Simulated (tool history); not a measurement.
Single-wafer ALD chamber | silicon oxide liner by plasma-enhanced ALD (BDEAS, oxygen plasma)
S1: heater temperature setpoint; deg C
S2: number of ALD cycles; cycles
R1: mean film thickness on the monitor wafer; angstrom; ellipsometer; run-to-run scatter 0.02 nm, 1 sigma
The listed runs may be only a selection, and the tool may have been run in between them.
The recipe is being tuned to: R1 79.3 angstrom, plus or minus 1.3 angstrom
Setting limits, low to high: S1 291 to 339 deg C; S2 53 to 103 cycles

| run | day | S1 | S2 | R1 |
|---|---|---|---|---|
| 1 | 0 | 315 | 78 | 71.052 |
| 2 | 0.1 | 315 | 69 | 62.609 |
| 3 | 0.408 | 319 | 69 | 62.716 |
| 4 | 0.671 | 328 | 69 | 61.45 |
| 5 | 0.725 | 321 | 69 | 62.209 |
| 6 | 1.033 | 321 | 77 | 69.723 |
| 7 | 1.271 | 321 | 77 | 69.352 |
| 8 | 1.588 | 319 | 80 | 72.56 |

Which single option among these 4 for the next run brings every result within its allowed miss of target? Just one does.
| A | 1.904 | 315 | 83 | ? |
| B | 1.904 | 316 | 83 | ? |
| C | 1.904 | 316 | 84 | ? |
| D | 1.904 | 323 | 88 | ? |

| move | R1 |
|---|---|
| A | 75.482 |
| B | 75.362 |
| C | 76.27 |
| D | 79.015 |
A: an improvement on the last run, though not all results are within tolerance
B: an improvement on the last run, though not all results are within tolerance
C: an improvement on the last run, though not all results are within tolerance
D: all results in spec
The right move is D.
